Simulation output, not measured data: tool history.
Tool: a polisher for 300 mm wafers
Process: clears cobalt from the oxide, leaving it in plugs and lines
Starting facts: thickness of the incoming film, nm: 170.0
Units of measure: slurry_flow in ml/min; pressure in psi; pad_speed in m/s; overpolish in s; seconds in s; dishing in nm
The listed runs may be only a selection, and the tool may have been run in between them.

Run 1, day 0.000: slurry_flow 140 ml/min, pressure 1.7 psi, pad_speed 0.90 m/s, overpolish 17 s. Result: seconds 39.610 s, dishing 42.295 nm.
Run 2, day 0.062: slurry_flow 145 ml/min, pressure 1.8 psi, pad_speed 0.90 m/s, overpolish 15 s. Result: seconds 37.936 s, dishing 40.207 nm.
Run 3, day 0.229: slurry_flow 150 ml/min, pressure 1.9 psi, pad_speed 0.90 m/s, overpolish 14 s. Result: seconds 35.852 s, dishing 39.397 nm.
Run 4, day 0.579: slurry_flow 155 ml/min, pressure 2.0 psi, pad_speed 0.90 m/s, overpolish 13 s. Result: seconds 33.769 s, dishing 38.951 nm.
Run 5, day 0.612: slurry_flow 155 ml/min, pressure 2.0 psi, pad_speed 0.90 m/s, overpolish 9 s. Result: seconds 33.213 s, dishing 31.535 nm.
Run 6, day 0.838: slurry_flow 155 ml/min, pressure 2.0 psi, pad_speed 0.80 m/s, overpolish 9 s. Result: seconds 38.378 s, dishing 27.952 nm.
Run 7, day 0.892: slurry_flow 155 ml/min, pressure 2.1 psi, pad_speed 0.80 m/s, overpolish 10 s. Result: seconds 36.578 s, dishing 31.776 nm.
Run 8, day 1.250: slurry_flow 160 ml/min, pressure 2.2 psi, pad_speed 0.80 m/s, overpolish 10 s. Result: seconds 34.641 s, dishing 31.904 nm.
Run 9, day 1.438: slurry_flow 160 ml/min, pressure 2.3 psi, pad_speed 0.80 m/s, overpolish 10 s. Result: seconds 33.684 s, dishing 32.199 nm.
Run 10, day 1.542: slurry_flow 165 ml/min, pressure 2.3 psi, pad_speed 0.80 m/s, overpolish 11 s. Result: seconds 33.135 s, dishing 34.802 nm.
Run 11, day 1.704: slurry_flow 170 ml/min, pressure 2.3 psi, pad_speed 0.80 m/s, overpolish 11 s. Result: seconds 33.004 s, dishing 37.551 nm.
Run 12, day 1.896: slurry_flow 175 ml/min, pressure 2.3 psi, pad_speed 0.80 m/s, overpolish 11 s. Result: seconds 32.746 s, dishing 35.468 nm.

The next listed run, before its measurement:
Run 13, day 1.983: slurry_flow 180 ml/min, pressure 2.3 psi, pad_speed 0.80 m/s, overpolish 11 s. Result: seconds ?, dishing ?.

{"run 13": {"seconds": 32.757, "dishing": 35.972}}
